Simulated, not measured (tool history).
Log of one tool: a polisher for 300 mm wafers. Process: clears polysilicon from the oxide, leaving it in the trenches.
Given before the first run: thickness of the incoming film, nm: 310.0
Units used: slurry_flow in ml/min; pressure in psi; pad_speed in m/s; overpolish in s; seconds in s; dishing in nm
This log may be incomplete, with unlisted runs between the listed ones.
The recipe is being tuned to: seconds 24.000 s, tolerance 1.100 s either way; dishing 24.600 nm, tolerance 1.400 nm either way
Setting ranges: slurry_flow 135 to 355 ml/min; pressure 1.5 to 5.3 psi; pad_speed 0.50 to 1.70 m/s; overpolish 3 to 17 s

| run | hour | slurry_flow | pressure | pad_speed | overpolish | seconds | dishing |
|---|---|---|---|---|---|---|---|
| 1 | 0.0 | 225 | 3.4 | 1.10 | 9 | 21.641 | 39.104 |
| 2 | 7.0 | 190 | 3.4 | 1.10 | 9 | 22.610 | 38.974 |
| 3 | 7.6 | 190 | 3.8 | 1.10 | 9 | 19.972 | 38.507 |
| 4 | 8.9 | 185 | 4.0 | 1.02 | 8 | 19.871 | 37.675 |
| 5 | 15.7 | 180 | 4.1 | 0.94 | 7 | 21.377 | 36.519 |
| 6 | 22.4 | 180 | 4.1 | 0.94 | 5 | 21.190 | 33.560 |
| 7 | 24.6 | 175 | 4.1 | 0.90 | 5 | 20.993 | 32.904 |
| 8 | 25.5 | 170 | 4.2 | 0.84 | 5 | 22.224 | 32.566 |
| 9 | 26.4 | 165 | 4.3 | 0.80 | 5 | 22.416 | 32.493 |
|  | 29.9 | worn pad replaced by a new one |
| 10 | 29.9 | 160 | 4.4 | 0.76 | 5 | 20.531 | 33.913 |
| 11 | 37.6 | 225 | 3.4 | 1.06 | 3 | 20.331 | 27.505 |
| 12 | 41.7 | 225 | 3.4 | 1.06 | 3 | 20.617 | 27.154 |

Of the 5 settings listed for the next run, only one would bring every result within its allowed miss of target. Which one?
| A | 45.8 | 255 | 3.2 | 0.88 | 3 | ? | ? |
| B | 45.8 | 185 | 3.3 | 1.08 | 4 | ? | ? |
| C | 45.8 | 180 | 4.3 | 1.12 | 3 | ? | ? |
| D | 45.8 | 240 | 2.7 | 1.10 | 5 | ? | ? |
| E | 45.8 | 265 | 2.9 | 0.90 | 5 | ? | ? |

| move | seconds | dishing |
|---|---|---|
| A | 24.056 | 24.429 |
| B | 21.369 | 30.174 |
| C | 16.192 | 30.036 |
| D | 24.706 | 31.198 |
| E | 25.979 | 30.543 |
A: all results land within tolerance of their targets
B: lands further from the targets than the last run did
C: lands further from the targets than the last run did
D: brings the result that was furthest off to its target, and leaves another outside
E: the result that was furthest off in the last run now lies on the other side of its target
The right move is A.
